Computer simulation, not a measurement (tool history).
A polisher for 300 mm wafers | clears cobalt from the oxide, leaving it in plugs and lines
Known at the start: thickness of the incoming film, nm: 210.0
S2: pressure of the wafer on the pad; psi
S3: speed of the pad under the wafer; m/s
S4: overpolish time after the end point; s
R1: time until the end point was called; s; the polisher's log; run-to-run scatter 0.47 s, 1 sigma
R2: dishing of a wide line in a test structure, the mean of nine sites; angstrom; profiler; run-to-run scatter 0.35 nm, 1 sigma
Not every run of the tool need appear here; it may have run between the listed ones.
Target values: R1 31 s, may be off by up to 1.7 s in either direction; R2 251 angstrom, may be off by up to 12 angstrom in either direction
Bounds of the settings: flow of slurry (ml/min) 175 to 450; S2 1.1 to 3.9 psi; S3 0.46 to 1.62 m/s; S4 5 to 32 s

Run 1, hour 0: flow of slurry (ml/min) 290, S2 2.5 psi, S3 1.04 m/s, S4 16 s. Result: R1 28.23 s, R2 592.11 angstrom.
Run 2, hour 8.7: flow of slurry (ml/min) 285, S2 2.3 psi, S3 1.04 m/s, S4 13 s. Result: R1 30.879 s, R2 512.54 angstrom.
Run 3, hour 9.4: flow of slurry (ml/min) 260, S2 2 psi, S3 1.12 m/s, S4 11 s. Result: R1 30.367 s, R2 452.81 angstrom.
Run 4, hour 10.7: flow of slurry (ml/min) 260, S2 2 psi, S3 1.22 m/s, S4 11 s. Result: R1 28.59 s, R2 469.67 angstrom.
Run 5, hour 17.1: flow of slurry (ml/min) 260, S2 2 psi, S3 1.42 m/s, S4 11 s. Result: R1 25.035 s, R2 499.46 angstrom.
Run 6, hour 20.6: flow of slurry (ml/min) 310, S2 2 psi, S3 1.42 m/s, S4 11 s. Result: R1 24.844 s, R2 509.95 angstrom.
Run 7, hour 23.4: flow of slurry (ml/min) 275, S2 1.8 psi, S3 1.4 m/s, S4 10 s. Result: R1 26.52 s, R2 462.34 angstrom.
Run 8, hour 31.1: flow of slurry (ml/min) 250, S2 1.6 psi, S3 1.38 m/s, S4 9 s. Result: R1 29.42 s, R2 412.24 angstrom.

Which of these 5 next moves meets every target?
Run A, hour 38.8: flow of slurry (ml/min) 205, S2 1.2 psi, S3 1.58 m/s, S4 5 s. Result: R1 ?, R2 ?.
Run B, hour 38.8: flow of slurry (ml/min) 310, S2 1.5 psi, S3 1.46 m/s, S4 19 s. Result: R1 ?, R2 ?.
Run C, hour 38.8: flow of slurry (ml/min) 280, S2 1.2 psi, S3 1.36 m/s, S4 5 s. Result: R1 ?, R2 ?.
Run D, hour 38.8: flow of slurry (ml/min) 325, S2 1.1 psi, S3 1.34 m/s, S4 5 s. Result: R1 ?, R2 ?.
Run E, hour 38.8: flow of slurry (ml/min) 265, S2 1.7 psi, S3 1.24 m/s, S4 13 s. Result: R1 ?, R2 ?.

move      R1      R2
   A  31.057  250.61
   B  28.229  622.16
   C  34.143  231.85
   D  35.563  224.12
   E  30.915  495.12
A: all results land within tolerance of their targets
B: its largest miss is bigger than the last run's
C: the result that was furthest off in the last run now lies on the other side of its target
D: the result that was furthest off in the last run now lies on the other side of its target
E: its largest miss is bigger than the last run's
The move that meets every target is A.
